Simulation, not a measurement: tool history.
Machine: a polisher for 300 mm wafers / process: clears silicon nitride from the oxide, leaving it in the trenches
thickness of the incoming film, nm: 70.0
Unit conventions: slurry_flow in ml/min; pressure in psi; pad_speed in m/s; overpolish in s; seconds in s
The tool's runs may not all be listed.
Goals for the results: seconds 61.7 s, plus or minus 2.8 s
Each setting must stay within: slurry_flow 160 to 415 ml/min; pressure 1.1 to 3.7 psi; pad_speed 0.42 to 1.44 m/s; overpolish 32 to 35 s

Run 1, hour 0: slurry_flow 265 ml/min, pressure 2.4 psi, pad_speed 0.92 m/s, overpolish 32 s. Result: seconds 107.1 s.
Run 2, hour 9: slurry_flow 265 ml/min, pressure 2.4 psi, pad_speed 1.04 m/s, overpolish 32 s. Result: seconds 95.255 s.
Run 3, hour 10.9: slurry_flow 265 ml/min, pressure 2.7 psi, pad_speed 1.06 m/s, overpolish 32 s. Result: seconds 82.647 s.
Run 4, hour 17.8: slurry_flow 265 ml/min, pressure 2.3 psi, pad_speed 1.06 m/s, overpolish 32 s. Result: seconds 93.793 s.
Run 5, hour 19.9: slurry_flow 265 ml/min, pressure 2.3 psi, pad_speed 1.06 m/s, overpolish 32 s. Result: seconds 97.184 s.
Run 6, hour 24.2: slurry_flow 265 ml/min, pressure 2.7 psi, pad_speed 1.06 m/s, overpolish 32 s. Result: seconds 82.43 s.
Run 7, hour 27.6: slurry_flow 265 ml/min, pressure 2.9 psi, pad_speed 1.06 m/s, overpolish 32 s. Result: seconds 77.419 s.
Run 8, hour 35.8: slurry_flow 265 ml/min, pressure 2.9 psi, pad_speed 1.06 m/s, overpolish 32 s. Result: seconds 76.903 s.
Run 9, hour 38.9: slurry_flow 265 ml/min, pressure 3.1 psi, pad_speed 1.06 m/s, overpolish 32 s. Result: seconds 73.551 s.
Run 10, hour 47.8: slurry_flow 265 ml/min, pressure 3.3 psi, pad_speed 1.06 m/s, overpolish 32 s. Result: seconds 67.339 s.

Pick the move, out of 5, that brings all results within their allowed miss; only one does.
Run A, hour 56.7: slurry_flow 255 ml/min, pressure 3.4 psi, pad_speed 1.14 m/s, overpolish 32 s. Result: seconds ?.
Run B, hour 56.7: slurry_flow 245 ml/min, pressure 3.4 psi, pad_speed 1.26 m/s, overpolish 35 s. Result: seconds ?.
Run C, hour 56.7: slurry_flow 230 ml/min, pressure 3.1 psi, pad_speed 1.14 m/s, overpolish 35 s. Result: seconds ?.
Run D, hour 56.7: slurry_flow 285 ml/min, pressure 3.5 psi, pad_speed 1.26 m/s, overpolish 35 s. Result: seconds ?.
Run E, hour 56.7: slurry_flow 270 ml/min, pressure 3.6 psi, pad_speed 1.18 m/s, overpolish 35 s. Result: seconds ?.

move  seconds
   A    63.48
   B    57.77
   C   70.125
   D   55.438
   E   57.756
A: meets every target
B: the result that was furthest off in the last run now lies on the other side of its target
C: moves away from the targets compared with the last run
D: the result that was furthest off in the last run now lies on the other side of its target
E: the result that was furthest off in the last run now lies on the other side of its target
The move that meets every target is A.
